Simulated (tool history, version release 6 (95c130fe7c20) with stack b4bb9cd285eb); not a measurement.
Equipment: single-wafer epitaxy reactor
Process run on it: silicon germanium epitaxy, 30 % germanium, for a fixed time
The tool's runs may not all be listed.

run	hour	wafer temperature setpoint (pyrometer-controlled) (K)	chamber pressure (mTorr)	mean film thickness on the monitor wafer (nm)
1	0.0	873.15	15100	47.345
2	4.5	866.15	14700	40.492
3	7.8	861.15	14600	36.295
4	11.5	858.15	14500	33.960
5	15.8	863.15	14500	37.822
6	22.2	859.15	14500	34.660
7	27.2	857.15	14400	33.132
8	32.0	856.15	14400	32.531
9	33.7	851.15	14300	29.071

Run 10 is up next; what results do you expect?
10	34.8	851.15	14300	?

mean film thickness on the monitor wafer (nm): 28.889
